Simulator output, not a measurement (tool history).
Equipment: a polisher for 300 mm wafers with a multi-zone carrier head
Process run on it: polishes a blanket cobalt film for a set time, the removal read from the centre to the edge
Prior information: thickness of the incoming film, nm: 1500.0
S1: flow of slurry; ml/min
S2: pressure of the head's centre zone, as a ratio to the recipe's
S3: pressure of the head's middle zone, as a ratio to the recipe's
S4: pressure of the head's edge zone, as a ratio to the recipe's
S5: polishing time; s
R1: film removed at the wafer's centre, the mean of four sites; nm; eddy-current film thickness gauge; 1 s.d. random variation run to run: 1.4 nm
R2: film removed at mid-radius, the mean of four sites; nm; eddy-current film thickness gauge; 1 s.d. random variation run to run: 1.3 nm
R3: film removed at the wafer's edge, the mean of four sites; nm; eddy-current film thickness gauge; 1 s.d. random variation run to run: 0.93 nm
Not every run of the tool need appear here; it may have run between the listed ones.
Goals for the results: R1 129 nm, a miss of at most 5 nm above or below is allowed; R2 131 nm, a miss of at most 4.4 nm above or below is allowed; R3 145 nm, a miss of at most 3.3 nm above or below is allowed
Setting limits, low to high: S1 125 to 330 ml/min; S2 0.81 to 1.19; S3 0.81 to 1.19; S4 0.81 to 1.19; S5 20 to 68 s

| run | day | S1 | S2 | S3 | S4 | S5 | R1 | R2 | R3 |
|---|---|---|---|---|---|---|---|---|---|
| 1 | 0 | 210 | 1 | 1 | 1 | 44 | 229.43 | 227.4 | 225.31 |
| 2 | 0.046 | 195 | 0.96 | 0.96 | 0.98 | 40 | 197.19 | 199.93 | 204.47 |
| 3 | 0.425 | 185 | 0.94 | 0.93 | 0.96 | 37 | 174 | 178.19 | 186.19 |
| 4 | 0.517 | 185 | 0.9 | 0.93 | 0.96 | 37 | 170.3 | 178.51 | 184.36 |
| 5 | 0.542 | 175 | 0.89 | 0.9 | 0.94 | 35 | 154.67 | 164.73 | 172.73 |
| 6 | 0.662 | 175 | 0.89 | 0.83 | 0.94 | 35 | 155.35 | 152.42 | 171.38 |
| 7 | 1.038 | 140 | 0.83 | 0.81 | 0.85 | 29 | 113.2 | 118.45 | 130.44 |
| 8 | 1.125 | 160 | 0.83 | 0.81 | 0.86 | 29 | 118.77 | 121.09 | 136.51 |
| 9 | 1.396 | 170 | 0.83 | 0.82 | 0.86 | 29 | 121.52 | 123.53 | 136.14 |
| 10 | 1.442 | 180 | 0.83 | 0.82 | 0.87 | 29 | 121.32 | 125.31 | 139.31 |
| 11 | 1.692 | 190 | 0.83 | 0.82 | 0.87 | 29 | 124.53 | 125.94 | 137.21 |
| 12 | 1.75 | 190 | 0.83 | 0.82 | 0.88 | 29 | 123.88 | 125.04 | 141.17 |
| 13 | 1.975 | 195 | 0.83 | 0.83 | 0.88 | 29 | 123.18 | 126.03 | 141.09 |

4 next moves are on the table. One of them brings every result within its allowed miss. Which?
| A | 2.2 | 160 | 0.9 | 0.81 | 0.89 | 29 | ? | ? | ? |
| B | 2.2 | 240 | 0.97 | 0.81 | 0.92 | 27 | ? | ? | ? |
| C | 2.2 | 200 | 0.87 | 0.82 | 0.88 | 31 | ? | ? | ? |
| D | 2.2 | 210 | 0.86 | 0.83 | 0.91 | 29 | ? | ? | ? |

| move | R1 | R2 | R3 |
|---|---|---|---|
| A | 129.96 | 119.76 | 137.87 |
| B | 140.69 | 119.24 | 136.98 |
| C | 140.57 | 134.76 | 151.07 |
| D | 131.1 | 128.29 | 144.3 |
A: its largest miss is bigger than the last run's
B: its largest miss is bigger than the last run's
C: moves the result that the last run missed by most past its target, out the other side
D: all results land within tolerance of their targets
D meets every target.

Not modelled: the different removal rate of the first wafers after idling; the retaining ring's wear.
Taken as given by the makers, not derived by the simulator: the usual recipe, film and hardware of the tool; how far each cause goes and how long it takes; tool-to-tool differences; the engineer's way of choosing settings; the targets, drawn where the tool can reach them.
